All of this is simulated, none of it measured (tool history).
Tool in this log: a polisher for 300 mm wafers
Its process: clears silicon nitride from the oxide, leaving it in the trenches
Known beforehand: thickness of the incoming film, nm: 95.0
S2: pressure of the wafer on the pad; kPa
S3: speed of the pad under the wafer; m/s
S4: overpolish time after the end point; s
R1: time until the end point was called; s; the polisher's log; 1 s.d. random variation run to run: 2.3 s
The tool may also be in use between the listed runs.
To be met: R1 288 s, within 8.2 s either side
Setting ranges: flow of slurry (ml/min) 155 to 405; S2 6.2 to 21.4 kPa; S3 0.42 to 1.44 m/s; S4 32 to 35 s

Run 1, day 0: flow of slurry (ml/min) 260, S2 13.8 kPa, S3 0.92 m/s, S4 32 s. Result: R1 213.72 s.
Run 2, day 0.346: flow of slurry (ml/min) 260, S2 13.1 kPa, S3 0.92 m/s, S4 32 s. Result: R1 224.87 s.
Run 3, day 0.525: flow of slurry (ml/min) 260, S2 13.1 kPa, S3 0.92 m/s, S4 35 s. Result: R1 221.96 s.
Run 4, day 0.688: flow of slurry (ml/min) 260, S2 12.4 kPa, S3 0.92 m/s, S4 35 s. Result: R1 233.08 s.
Run 5, day 0.812: flow of slurry (ml/min) 200, S2 12.4 kPa, S3 0.92 m/s, S4 35 s. Result: R1 247.59 s.
Run 6, day 1.108: flow of slurry (ml/min) 200, S2 12.4 kPa, S3 0.92 m/s, S4 32 s. Result: R1 246.83 s.
Run 7, day 1.188: flow of slurry (ml/min) 195, S2 12.4 kPa, S3 0.92 m/s, S4 32 s. Result: R1 246.35 s.
Run 8, day 1.517: flow of slurry (ml/min) 190, S2 12.4 kPa, S3 0.92 m/s, S4 32 s. Result: R1 245.71 s.
Run 9, day 1.892: flow of slurry (ml/min) 190, S2 12.4 kPa, S3 0.92 m/s, S4 32 s. Result: R1 249.87 s.
Run 10, day 1.975: flow of slurry (ml/min) 185, S2 12.4 kPa, S3 0.92 m/s, S4 32 s. Result: R1 245.33 s.
Run 11, day 2.092: flow of slurry (ml/min) 180, S2 11 kPa, S3 0.92 m/s, S4 32 s. Result: R1 278.19 s.
Run 12, day 2.271: flow of slurry (ml/min) 175, S2 11 kPa, S3 0.92 m/s, S4 32 s. Result: R1 276.07 s.

Which one of the following 5 next-run settings gets every result inside its allowed miss? There is exactly one.
Run A, day 2.45: flow of slurry (ml/min) 220, S2 9 kPa, S3 1.12 m/s, S4 35 s. Result: R1 ?.
Run B, day 2.45: flow of slurry (ml/min) 180, S2 10.3 kPa, S3 1.04 m/s, S4 34 s. Result: R1 ?.
Run C, day 2.45: flow of slurry (ml/min) 175, S2 11.7 kPa, S3 0.9 m/s, S4 35 s. Result: R1 ?.
Run D, day 2.45: flow of slurry (ml/min) 235, S2 10.3 kPa, S3 0.88 m/s, S4 35 s. Result: R1 ?.
Run E, day 2.45: flow of slurry (ml/min) 170, S2 11 kPa, S3 0.98 m/s, S4 35 s. Result: R1 ?.

move      R1
   A  263.14
   B   259.2
   C  265.72
   D   284.8
   E  261.65
A: lands further from the targets than the last run did
B: lands further from the targets than the last run did
C: lands further from the targets than the last run did
D: meets every target
E: lands further from the targets than the last run did
The right move is D.
